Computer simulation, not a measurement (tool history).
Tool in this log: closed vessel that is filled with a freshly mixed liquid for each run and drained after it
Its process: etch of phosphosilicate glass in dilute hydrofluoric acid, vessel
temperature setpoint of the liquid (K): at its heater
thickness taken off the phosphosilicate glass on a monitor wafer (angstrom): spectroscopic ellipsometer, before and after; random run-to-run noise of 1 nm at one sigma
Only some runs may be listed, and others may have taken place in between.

run,hour,temperature setpoint of the liquid (K),parts of water to one part of 49 % hydrofluoric acid (parts by volume),time in the liquid (s),thickness taken off the phosphosilicate glass on a monitor wafer (angstrom)
1,0,297.15,105,150,831.29
2,3.6,298.15,105,150,858.18
3,12.8,298.15,105,150,870.34
4,14.9,299.15,105,150,905.23
5,20.6,299.65,105,150,917.97
6,23.6,300.15,105,150,940.75
7,27.3,300.65,105,150,955.58
8,36.5,301.15,105,150,971.54
9,40.9,301.65,105,150,990.43
10,47.8,305.15,95,150,1268.1

Predict the results of run 11:
11,51.2,305.15,95,150,?

{"run 11": {"thickness taken off the phosphosilicate glass on a monitor wafer (angstrom)": 1267.5}}
